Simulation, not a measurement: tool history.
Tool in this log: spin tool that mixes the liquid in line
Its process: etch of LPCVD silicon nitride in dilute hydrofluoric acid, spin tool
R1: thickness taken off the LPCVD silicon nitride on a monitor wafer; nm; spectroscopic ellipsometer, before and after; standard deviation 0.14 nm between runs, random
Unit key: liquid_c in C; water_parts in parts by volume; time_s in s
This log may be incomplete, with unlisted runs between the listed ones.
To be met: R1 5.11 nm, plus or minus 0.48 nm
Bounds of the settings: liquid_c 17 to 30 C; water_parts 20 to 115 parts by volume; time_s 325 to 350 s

{"run": 1, "hour": 0.0, "liquid_c": 22, "water_parts": 65, "time_s": 325, "R1": 2.1332}
{"run": 2, "hour": 6.7, "liquid_c": 22, "water_parts": 65, "time_s": 350, "R1": 2.2615}
{"run": 3, "hour": 10.1, "liquid_c": 19.5, "water_parts": 65, "time_s": 350, "R1": 1.9253}
{"run": 4, "hour": 10.7, "liquid_c": 20.5, "water_parts": 60, "time_s": 350, "R1": 2.2138}
{"run": 5, "hour": 18.2, "liquid_c": 21.5, "water_parts": 55, "time_s": 350, "R1": 2.5832}
{"run": 6, "hour": 24.0, "liquid_c": 21.5, "water_parts": 55, "time_s": 350, "R1": 2.5919}
{"run": 7, "hour": 31.4, "liquid_c": 22.5, "water_parts": 55, "time_s": 350, "R1": 2.7708}
{"run": 8, "hour": 32.3, "liquid_c": 23.5, "water_parts": 55, "time_s": 350, "R1": 2.8221}
{"run": 9, "hour": 35.2, "liquid_c": 23.5, "water_parts": 55, "time_s": 350, "R1": 2.9943}
{"run": 10, "hour": 37.6, "liquid_c": 24, "water_parts": 55, "time_s": 350, "R1": 3.2157}
{"run": 11, "hour": 40.6, "liquid_c": 24.5, "water_parts": 55, "time_s": 350, "R1": 3.1578}
{"run": 12, "hour": 48.9, "liquid_c": 25, "water_parts": 55, "time_s": 350, "R1": 3.1967}
{"run": 13, "hour": 52.1, "liquid_c": 25.5, "water_parts": 55, "time_s": 350, "R1": 3.6399}
{"run": 14, "hour": 58.3, "liquid_c": 26, "water_parts": 55, "time_s": 350, "R1": 3.4469}

5 candidate next runs follow, results not yet known. Just one meets every target within its allowed miss. Identify it.
{"run": "A", "hour": 64.5, "liquid_c": 30, "water_parts": 50, "time_s": 350, "R1": "?"}
{"run": "B", "hour": 64.5, "liquid_c": 25.5, "water_parts": 80, "time_s": 325, "R1": "?"}
{"run": "C", "hour": 64.5, "liquid_c": 25, "water_parts": 45, "time_s": 350, "R1": "?"}
{"run": "D", "hour": 64.5, "liquid_c": 26, "water_parts": 65, "time_s": 325, "R1": "?"}
{"run": "E", "hour": 64.5, "liquid_c": 26.5, "water_parts": 50, "time_s": 350, "R1": "?"}

move=A R1=4.842
move=B R1=2.1064
move=C R1=3.8651
move=D R1=2.6726
move=E R1=3.8522
A: hits every target within its allowed miss
B: lands further from the targets than the last run did
C: an improvement on the last run, though not all results are within tolerance
D: lands further from the targets than the last run did
E: an improvement on the last run, though not all results are within tolerance
So the answer is move A, the one that meets all the targets.

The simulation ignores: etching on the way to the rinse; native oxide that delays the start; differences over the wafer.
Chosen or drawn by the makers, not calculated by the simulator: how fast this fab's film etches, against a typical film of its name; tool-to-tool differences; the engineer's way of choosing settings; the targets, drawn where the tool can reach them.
